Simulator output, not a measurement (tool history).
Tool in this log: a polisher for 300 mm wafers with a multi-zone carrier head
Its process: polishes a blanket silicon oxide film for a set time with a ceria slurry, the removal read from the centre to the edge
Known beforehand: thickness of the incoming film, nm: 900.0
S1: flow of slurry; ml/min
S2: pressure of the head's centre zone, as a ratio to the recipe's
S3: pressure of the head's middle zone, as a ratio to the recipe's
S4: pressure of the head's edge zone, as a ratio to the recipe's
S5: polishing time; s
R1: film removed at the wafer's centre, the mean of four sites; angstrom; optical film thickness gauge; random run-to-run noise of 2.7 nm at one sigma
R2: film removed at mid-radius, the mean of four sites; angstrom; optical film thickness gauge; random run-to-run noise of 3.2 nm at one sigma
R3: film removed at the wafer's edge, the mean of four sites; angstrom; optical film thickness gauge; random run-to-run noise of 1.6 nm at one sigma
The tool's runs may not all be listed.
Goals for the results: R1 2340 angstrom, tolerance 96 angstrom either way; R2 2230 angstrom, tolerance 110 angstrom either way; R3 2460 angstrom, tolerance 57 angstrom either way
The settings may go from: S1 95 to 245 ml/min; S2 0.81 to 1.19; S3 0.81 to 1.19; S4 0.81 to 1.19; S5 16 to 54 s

run 1 hour=0 | S1=155 S2=1 S3=1 S4=1 S5=35 | R1=1928 R2=1974.2 R3=2011.5
run 2 hour=5.5 | S1=160 S2=1.01 S3=1 S4=1.02 S5=35 | R1=1950.8 R2=1935.7 R3=2006.8
run 3 hour=11.9 | S1=140 S2=1.01 S3=1 S4=1.02 S5=35 | R1=1877 R2=1849.7 R3=1944.3
run 4 hour=17 | S1=165 S2=1.01 S3=1 S4=1.02 S5=35 | R1=1980.9 R2=1973.3 R3=2026.3
run 5 hour=20.2 | S1=165 S2=1.01 S3=1 S4=0.97 S5=35 | R1=2004.3 R2=1950.5 R3=1982.6
run 6 hour=24.8 | S1=165 S2=1.07 S3=1 S4=0.97 S5=35 | R1=2118.4 R2=1945.6 R3=1964.1
run 7 hour=29.6 | S1=170 S2=1.06 S3=0.99 S4=0.99 S5=35 | R1=2084 R2=1975.8 R3=2025.2
run 8 hour=36.4 | S1=215 S2=1.1 S3=0.95 S4=1.09 S5=37 | R1=2476.1 R2=2190 R3=2340.4
run 9 hour=42.7 | S1=215 S2=1.09 S3=0.95 S4=1.1 S5=37 | R1=2390.9 R2=2080.7 R3=2330.6
run 10 hour=44.6 | S1=215 S2=1.09 S3=0.95 S4=1.1 S5=37 | R1=2407.4 R2=2115.6 R3=2333.5
run 11 hour=47.4 | S1=215 S2=1.08 S3=0.95 S4=1.11 S5=37 | R1=2393.8 R2=2082.6 R3=2353.1
run 12 hour=51.9 | S1=215 S2=1.07 S3=0.96 S4=1.11 S5=37 | R1=2347.1 R2=2142.6 R3=2349.3
run 13 hour=59.4 | S1=225 S2=1.06 S3=0.96 S4=1.13 S5=37 | R1=2359.5 R2=2139.9 R3=2392.9
run 14 hour=65.9 | S1=230 S2=1.04 S3=0.98 S4=1.14 S5=37 | R1=2289.6 R2=2212.8 R3=2440.2

Which of these 5 next moves meets every target?
run A hour=72.4 | S1=245 S2=1.04 S3=1 S4=1.19 S5=37 | R1=? R2=? R3=?
run B hour=72.4 | S1=220 S2=1.06 S3=0.9 S4=1.19 S5=36 | R1=? R2=? R3=?
run C hour=72.4 | S1=235 S2=1.07 S3=0.94 S4=1.11 S5=38 | R1=? R2=? R3=?
run D hour=72.4 | S1=200 S2=0.96 S3=0.92 S4=1.19 S5=38 | R1=? R2=? R3=?
run E hour=72.4 | S1=245 S2=1.05 S3=1.09 S4=1.16 S5=35 | R1=? R2=? R3=?

move=A R1=2371.5 R2=2204.4 R3=2500.5
move=B R1=2300.8 R2=1956.2 R3=2401.9
move=C R1=2485.5 R2=2153.1 R3=2466.1
move=D R1=2151.7 R2=2057.8 R3=2500.4
move=E R1=2266.2 R2=2217 R3=2331.7
A: every result lands within tolerance
B: brings the last run's worst result on target, with another outside its allowed miss
C: the result that was furthest off in the last run now lies on the other side of its target
D: moves away from the targets compared with the last run
E: brings the last run's worst result on target, with another outside its allowed miss
A is the move that brings every result within its allowed miss.
